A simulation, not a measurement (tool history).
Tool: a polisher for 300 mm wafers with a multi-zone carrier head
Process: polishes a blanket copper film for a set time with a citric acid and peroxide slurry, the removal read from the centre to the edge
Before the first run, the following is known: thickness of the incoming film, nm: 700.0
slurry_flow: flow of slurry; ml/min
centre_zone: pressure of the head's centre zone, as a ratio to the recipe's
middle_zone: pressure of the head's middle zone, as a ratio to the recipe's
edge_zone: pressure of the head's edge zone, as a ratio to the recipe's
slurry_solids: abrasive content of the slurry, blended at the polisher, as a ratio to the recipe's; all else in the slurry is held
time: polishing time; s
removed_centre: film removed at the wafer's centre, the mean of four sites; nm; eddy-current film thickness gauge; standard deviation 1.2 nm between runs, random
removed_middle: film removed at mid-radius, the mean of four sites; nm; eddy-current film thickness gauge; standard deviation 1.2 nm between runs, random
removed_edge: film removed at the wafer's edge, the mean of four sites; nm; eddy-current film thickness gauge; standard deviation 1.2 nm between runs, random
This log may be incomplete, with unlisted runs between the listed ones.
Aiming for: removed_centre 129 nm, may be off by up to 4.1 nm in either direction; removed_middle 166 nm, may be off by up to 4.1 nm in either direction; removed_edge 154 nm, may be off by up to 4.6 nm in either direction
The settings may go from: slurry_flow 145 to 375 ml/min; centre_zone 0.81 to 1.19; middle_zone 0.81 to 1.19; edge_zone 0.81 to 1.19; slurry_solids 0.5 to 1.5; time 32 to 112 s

{"run": 1, "day": 0.0, "slurry_flow": 240, "centre_zone": 1, "middle_zone": 1, "edge_zone": 1, "slurry_solids": 1, "time": 72, "removed_centre": 199.73, "removed_middle": 197.73, "removed_edge": 202.11}
{"run": 2, "day": 0.35, "slurry_flow": 240, "centre_zone": 1, "middle_zone": 1.04, "edge_zone": 1, "slurry_solids": 1, "time": 72, "removed_centre": 199.41, "removed_middle": 206.4, "removed_edge": 198.84}
{"run": 3, "day": 0.446, "slurry_flow": 195, "centre_zone": 1, "middle_zone": 1.04, "edge_zone": 1, "slurry_solids": 1, "time": 72, "removed_centre": 194.77, "removed_middle": 200.26, "removed_edge": 195.75}
{"run": 4, "day": 0.521, "slurry_flow": 195, "centre_zone": 1, "middle_zone": 1.04, "edge_zone": 1, "slurry_solids": 1.15, "time": 72, "removed_centre": 197.93, "removed_middle": 205.29, "removed_edge": 203.34}
{"run": 5, "day": 0.858, "slurry_flow": 195, "centre_zone": 1, "middle_zone": 1.04, "edge_zone": 1, "slurry_solids": 1.3, "time": 72, "removed_centre": 206.16, "removed_middle": 210.66, "removed_edge": 206.32}
{"run": 6, "day": 1.217, "slurry_flow": 195, "centre_zone": 1, "middle_zone": 1.04, "edge_zone": 1, "slurry_solids": 1.5, "time": 72, "removed_centre": 212.45, "removed_middle": 216.92, "removed_edge": 215.19}
{"run": 7, "day": 1.296, "slurry_flow": 185, "centre_zone": 0.95, "middle_zone": 1.04, "edge_zone": 0.98, "slurry_solids": 1.25, "time": 69, "removed_centre": 184.88, "removed_middle": 199.8, "removed_edge": 196.11}
{"run": 8, "day": 1.483, "slurry_flow": 180, "centre_zone": 0.91, "middle_zone": 1.05, "edge_zone": 0.96, "slurry_solids": 1.05, "time": 67, "removed_centre": 166.12, "removed_middle": 190.12, "removed_edge": 181.48}
{"run": 9, "day": 1.65, "slurry_flow": 180, "centre_zone": 0.91, "middle_zone": 1.05, "edge_zone": 0.96, "slurry_solids": 1.05, "time": 67, "removed_centre": 165.27, "removed_middle": 188.38, "removed_edge": 180.27}
{"run": 10, "day": 1.875, "slurry_flow": 175, "centre_zone": 0.88, "middle_zone": 1.05, "edge_zone": 0.95, "slurry_solids": 0.9, "time": 66, "removed_centre": 152.45, "removed_middle": 179.81, "removed_edge": 171.48}
{"run": 11, "day": 2.142, "slurry_flow": 170, "centre_zone": 0.86, "middle_zone": 1.05, "edge_zone": 0.94, "slurry_solids": 0.8, "time": 66, "removed_centre": 143.53, "removed_middle": 177.45, "removed_edge": 164.56}
{"run": 12, "day": 2.275, "slurry_flow": 165, "centre_zone": 0.85, "middle_zone": 1.04, "edge_zone": 0.93, "slurry_solids": 0.75, "time": 66, "removed_centre": 141.8, "removed_middle": 169.78, "removed_edge": 160.86}
{"run": 13, "day": 2.4, "slurry_flow": 160, "centre_zone": 0.81, "middle_zone": 1.09, "edge_zone": 0.96, "slurry_solids": 0.6, "time": 63, "removed_centre": 121.74, "removed_middle": 159.5, "removed_edge": 148.95}
{"run": 14, "day": 2.608, "slurry_flow": 170, "centre_zone": 0.82, "middle_zone": 1.09, "edge_zone": 0.96, "slurry_solids": 0.6, "time": 63, "removed_centre": 124.99, "removed_middle": 163.4, "removed_edge": 150.8}

5 next moves are on the table. One of them brings every result within its allowed miss. Which?
{"run": "A", "day": 2.817, "slurry_flow": 170, "centre_zone": 0.86, "middle_zone": 1.01, "edge_zone": 0.94, "slurry_solids": 0.65, "time": 65, "removed_centre": "?", "removed_middle": "?", "removed_edge": "?"}
{"run": "B", "day": 2.817, "slurry_flow": 170, "centre_zone": 0.81, "middle_zone": 1.11, "edge_zone": 1.03, "slurry_solids": 0.7, "time": 60, "removed_centre": "?", "removed_middle": "?", "removed_edge": "?"}
{"run": "C", "day": 2.817, "slurry_flow": 235, "centre_zone": 0.81, "middle_zone": 1.12, "edge_zone": 0.96, "slurry_solids": 0.5, "time": 63, "removed_centre": "?", "removed_middle": "?", "removed_edge": "?"}
{"run": "D", "day": 2.817, "slurry_flow": 155, "centre_zone": 0.83, "middle_zone": 1.03, "edge_zone": 0.98, "slurry_solids": 0.6, "time": 65, "removed_centre": "?", "removed_middle": "?", "removed_edge": "?"}
{"run": "E", "day": 2.817, "slurry_flow": 145, "centre_zone": 0.81, "middle_zone": 1.05, "edge_zone": 0.89, "slurry_solids": 0.65, "time": 67, "removed_centre": "?", "removed_middle": "?", "removed_edge": "?"}

move=A removed_centre=136.23 removed_middle=158.63 removed_edge=157.68
move=B removed_centre=120.24 removed_middle=160.15 removed_edge=154.04
move=C removed_centre=123.1 removed_middle=164.45 removed_edge=150.46
move=D removed_centre=127.84 removed_middle=156.86 removed_edge=156.97
move=E removed_centre=129.4 removed_middle=165.39 removed_edge=156.19
A: moves the result that the last run missed by most past its target, out the other side
B: lands further from the targets than the last run did
C: lands further from the targets than the last run did
D: corrects the largest miss of the last run, while another result sits out of spec
E: each result inside its tolerance
E meets every target.
